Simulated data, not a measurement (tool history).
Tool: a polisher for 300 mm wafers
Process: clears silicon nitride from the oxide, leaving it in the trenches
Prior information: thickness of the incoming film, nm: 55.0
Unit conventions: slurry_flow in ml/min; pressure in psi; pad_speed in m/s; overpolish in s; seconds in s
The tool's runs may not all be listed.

Run 1, hour 0: slurry_flow 180 ml/min, pressure 2.8 psi, pad_speed 0.82 m/s, overpolish 4 s. Result: seconds 65.711 s.
Run 2, hour 6.3: slurry_flow 205 ml/min, pressure 2.8 psi, pad_speed 0.82 m/s, overpolish 4 s. Result: seconds 64.819 s.
Run 3, hour 7.1: slurry_flow 210 ml/min, pressure 3 psi, pad_speed 0.82 m/s, overpolish 4 s. Result: seconds 60.83 s.
Run 4, hour 15.5: slurry_flow 210 ml/min, pressure 3 psi, pad_speed 0.82 m/s, overpolish 4 s. Result: seconds 60.424 s.
Run 5, hour 21.8: slurry_flow 210 ml/min, pressure 3 psi, pad_speed 0.82 m/s, overpolish 3 s. Result: seconds 59.607 s.
Run 6, hour 28.6: slurry_flow 215 ml/min, pressure 3.1 psi, pad_speed 0.82 m/s, overpolish 3 s. Result: seconds 58.807 s.
Run 7, hour 30.5: slurry_flow 215 ml/min, pressure 3.3 psi, pad_speed 0.82 m/s, overpolish 3 s. Result: seconds 55.557 s.

The next listed run, before its measurement:
Run 8, hour 33.1: slurry_flow 220 ml/min, pressure 3.4 psi, pad_speed 0.82 m/s, overpolish 3 s. Result: seconds ?.

seconds: 53.675 s
